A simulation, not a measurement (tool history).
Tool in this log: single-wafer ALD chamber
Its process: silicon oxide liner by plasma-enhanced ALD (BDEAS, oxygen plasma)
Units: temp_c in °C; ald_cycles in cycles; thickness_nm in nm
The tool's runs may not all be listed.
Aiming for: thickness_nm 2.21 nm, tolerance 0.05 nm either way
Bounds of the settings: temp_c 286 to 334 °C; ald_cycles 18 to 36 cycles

Run 1, day 0: temp_c 310 °C, ald_cycles 27 cycles. Result: thickness_nm 2.8447 nm.
Run 2, day 0.158: temp_c 310 °C, ald_cycles 25 cycles. Result: thickness_nm 2.6198 nm.
Run 3, day 0.483: temp_c 310 °C, ald_cycles 29 cycles. Result: thickness_nm 3.0433 nm.
Run 4, day 0.629: temp_c 301 °C, ald_cycles 29 cycles. Result: thickness_nm 3.0852 nm.
Run 5, day 0.75: temp_c 301 °C, ald_cycles 27 cycles. Result: thickness_nm 2.8689 nm.
Run 6, day 0.879: temp_c 302 °C, ald_cycles 25 cycles. Result: thickness_nm 2.63 nm.
Run 7, day 1.067: temp_c 302 °C, ald_cycles 24 cycles. Result: thickness_nm 2.5564 nm.
Run 8, day 1.367: temp_c 302 °C, ald_cycles 23 cycles. Result: thickness_nm 2.4436 nm.
Run 9, day 1.696: temp_c 302 °C, ald_cycles 22 cycles. Result: thickness_nm 2.3304 nm.
Run 10, day 1.729: temp_c 302 °C, ald_cycles 22 cycles. Result: thickness_nm 2.3309 nm.

Next run, 4 choices. One meets every target within its allowed miss, the rest don't. Which?
Run A, day 1.762: temp_c 311 °C, ald_cycles 21 cycles. Result: thickness_nm ?.
Run B, day 1.762: temp_c 314 °C, ald_cycles 22 cycles. Result: thickness_nm ?.
Run C, day 1.762: temp_c 298 °C, ald_cycles 22 cycles. Result: thickness_nm ?.
Run D, day 1.762: temp_c 306 °C, ald_cycles 20 cycles. Result: thickness_nm ?.

move  thickness_nm
   A        2.2048
   B        2.3011
   C        2.3502
   D        2.1129
A: every result lands within tolerance
B: nearer the targets than the last run, but a result is still out of spec
C: the biggest miss grows against the last run
D: moves the result that the last run missed by most past its target, out the other side
The move that meets every target is A.
